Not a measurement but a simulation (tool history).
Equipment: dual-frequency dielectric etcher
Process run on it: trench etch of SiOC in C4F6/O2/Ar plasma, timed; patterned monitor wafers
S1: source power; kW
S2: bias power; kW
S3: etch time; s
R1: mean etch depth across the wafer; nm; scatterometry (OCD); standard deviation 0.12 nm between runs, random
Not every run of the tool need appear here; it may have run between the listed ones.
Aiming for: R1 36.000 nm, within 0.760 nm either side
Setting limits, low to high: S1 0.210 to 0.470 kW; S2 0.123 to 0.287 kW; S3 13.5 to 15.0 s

{"run": 1, "hour": 0.0, "S1": 0.34, "S2": 0.205, "S3": 15.0, "R1": 30.696}
{"run": 2, "hour": 6.1, "S1": 0.36, "S2": 0.208, "S3": 15.0, "R1": 31.396}
{"run": 3, "hour": 10.3, "S1": 0.37, "S2": 0.212, "S3": 15.0, "R1": 31.954}
{"run": 4, "hour": 18.4, "S1": 0.37, "S2": 0.225, "S3": 15.0, "R1": 32.583}
{"run": 5, "hour": 22.5, "S1": 0.38, "S2": 0.227, "S3": 15.0, "R1": 33.17}
{"run": 6, "hour": 31.0, "S1": 0.41, "S2": 0.227, "S3": 15.0, "R1": 34.025}
{"run": 7, "hour": 34.4, "S1": 0.42, "S2": 0.228, "S3": 15.0, "R1": 34.325}
{"run": 8, "hour": 41.8, "S1": 0.43, "S2": 0.229, "S3": 15.0, "R1": 34.655}
{"run": 9, "hour": 49.6, "S1": 0.43, "S2": 0.229, "S3": 15.0, "R1": 34.55}
{"run": 10, "hour": 55.7, "S1": 0.43, "S2": 0.231, "S3": 15.0, "R1": 34.542}
{"run": 11, "hour": 57.0, "S1": 0.43, "S2": 0.233, "S3": 15.0, "R1": 34.606}
{"run": 12, "hour": 61.4, "S1": 0.43, "S2": 0.235, "S3": 15.0, "R1": 34.8}
{"run": 13, "hour": 63.4, "S1": 0.43, "S2": 0.235, "S3": 15.0, "R1": 34.756}
{"run": 14, "hour": 66.1, "S1": 0.43, "S2": 0.236, "S3": 15.0, "R1": 34.761}
{"run": 15, "hour": 73.7, "S1": 0.43, "S2": 0.237, "S3": 15.0, "R1": 34.809}
{"run": 16, "hour": 80.2, "S1": 0.43, "S2": 0.238, "S3": 15.0, "R1": 35.052}
{"run": 17, "hour": 83.7, "S1": 0.43, "S2": 0.238, "S3": 15.0, "R1": 34.9}

Below are 5 possible settings for the next run. Only one of them brings all results inside the allowed miss of their targets. Which is it?
{"run": "A", "hour": 87.2, "S1": 0.45, "S2": 0.242, "S3": 14.5, "R1": "?"}
{"run": "B", "hour": 87.2, "S1": 0.47, "S2": 0.236, "S3": 15.0, "R1": "?"}
{"run": "C", "hour": 87.2, "S1": 0.41, "S2": 0.235, "S3": 15.0, "R1": "?"}
{"run": "D", "hour": 87.2, "S1": 0.47, "S2": 0.229, "S3": 14.0, "R1": "?"}
{"run": "E", "hour": 87.2, "S1": 0.45, "S2": 0.26, "S3": 14.0, "R1": "?"}

move=A R1=34.557
move=B R1=36.030
move=C R1=34.272
move=D R1=33.320
move=E R1=34.120
A: its largest miss is bigger than the last run's
B: all results in spec
C: its largest miss is bigger than the last run's
D: its largest miss is bigger than the last run's
E: its largest miss is bigger than the last run's
Move B is the one to make.
